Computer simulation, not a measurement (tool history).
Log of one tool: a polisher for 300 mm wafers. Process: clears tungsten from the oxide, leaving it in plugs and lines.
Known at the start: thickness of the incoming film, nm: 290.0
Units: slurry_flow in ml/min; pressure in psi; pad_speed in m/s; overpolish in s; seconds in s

run    day  slurry_flow  pressure  pad_speed  slurry_solids  overpolish  seconds
  1      0          170       2.6       0.92              1          20   99.386
  2  0.112          170       2.6       0.92           0.85          20   101.32
  3  0.383          170       2.7       0.92           0.85          20   100.61
  4  0.471          170       2.5       0.92           0.85          20   109.32
  5  0.825          170       2.5       0.92           0.95          20   104.09
  6  0.992          170       2.5       0.92           0.95          22   103.89
  7  1.325          170       2.6       0.92           0.95          22   102.01
  8  1.638          170       2.7       0.92           0.95          22   99.038
  9  1.979          170       2.8       0.92           0.95          22    95.74
 10  2.058          170       2.9       0.92           0.95          22   94.432

Forecast run 11:
 11  2.279          170       2.9       0.92           0.95          22        ?

Run 11 gave seconds 94.724 s.
